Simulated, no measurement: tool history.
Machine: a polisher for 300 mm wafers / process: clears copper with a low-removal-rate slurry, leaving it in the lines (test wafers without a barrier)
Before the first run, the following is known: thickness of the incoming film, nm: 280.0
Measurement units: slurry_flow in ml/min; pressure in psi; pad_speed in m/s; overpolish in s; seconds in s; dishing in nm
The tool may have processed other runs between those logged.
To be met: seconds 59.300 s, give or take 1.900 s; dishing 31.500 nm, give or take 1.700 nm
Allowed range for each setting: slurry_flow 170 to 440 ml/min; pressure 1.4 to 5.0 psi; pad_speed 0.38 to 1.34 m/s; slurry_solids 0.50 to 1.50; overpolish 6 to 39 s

run 1 hour=0.0 | slurry_flow=280 pressure=3.2 pad_speed=0.86 slurry_solids=1.00 overpolish=20 | seconds=92.608 dishing=24.958
run 2 hour=7.0 | slurry_flow=280 pressure=3.4 pad_speed=0.86 slurry_solids=1.00 overpolish=20 | seconds=87.654 dishing=26.023
run 3 hour=10.1 | slurry_flow=280 pressure=3.4 pad_speed=0.96 slurry_solids=1.00 overpolish=20 | seconds=77.789 dishing=27.359
run 4 hour=12.5 | slurry_flow=280 pressure=3.5 pad_speed=0.96 slurry_solids=1.00 overpolish=20 | seconds=74.937 dishing=27.140
run 5 hour=13.2 | slurry_flow=280 pressure=3.5 pad_speed=0.96 slurry_solids=1.15 overpolish=20 | seconds=72.957 dishing=28.965
run 6 hour=21.5 | slurry_flow=280 pressure=3.6 pad_speed=0.96 slurry_solids=1.15 overpolish=20 | seconds=70.553 dishing=28.571
run 7 hour=27.8 | slurry_flow=280 pressure=3.7 pad_speed=0.96 slurry_solids=1.15 overpolish=20 | seconds=67.402 dishing=28.026
run 8 hour=30.1 | slurry_flow=280 pressure=3.7 pad_speed=0.96 slurry_solids=1.15 overpolish=21 | seconds=68.913 dishing=29.126
run 9 hour=35.9 | slurry_flow=280 pressure=3.8 pad_speed=0.96 slurry_solids=1.15 overpolish=21 | seconds=68.499 dishing=28.553
run 10 hour=36.8 | slurry_flow=280 pressure=3.9 pad_speed=0.96 slurry_solids=1.15 overpolish=22 | seconds=64.785 dishing=29.012
run 11 hour=41.6 | slurry_flow=280 pressure=3.9 pad_speed=0.96 slurry_solids=1.15 overpolish=23 | seconds=64.860 dishing=29.971
run 12 hour=45.4 | slurry_flow=285 pressure=4.1 pad_speed=0.96 slurry_solids=1.15 overpolish=24 | seconds=62.593 dishing=31.430

Of the 5 settings listed for the next run, only one would bring every result within its allowed miss of target. Which one?
run A hour=49.2 | slurry_flow=265 pressure=3.8 pad_speed=0.96 slurry_solids=1.30 overpolish=31 | seconds=? dishing=?
run B hour=49.2 | slurry_flow=375 pressure=3.4 pad_speed=1.06 slurry_solids=1.20 overpolish=25 | seconds=? dishing=?
run C hour=49.2 | slurry_flow=280 pressure=3.4 pad_speed=1.06 slurry_solids=1.15 overpolish=28 | seconds=? dishing=?
run D hour=49.2 | slurry_flow=250 pressure=3.9 pad_speed=1.02 slurry_solids=1.35 overpolish=23 | seconds=? dishing=?
run E hour=49.2 | slurry_flow=265 pressure=3.3 pad_speed=1.26 slurry_solids=0.85 overpolish=22 | seconds=? dishing=?

move=A seconds=66.074 dishing=31.381
move=B seconds=66.563 dishing=29.809
move=C seconds=68.718 dishing=30.371
move=D seconds=60.424 dishing=30.116
move=E seconds=64.986 dishing=28.954
A: moves away from the targets compared with the last run
B: moves away from the targets compared with the last run
C: moves away from the targets compared with the last run
D: hits every target within its allowed miss
E: moves away from the targets compared with the last run
Correct choice: D, which meets every target
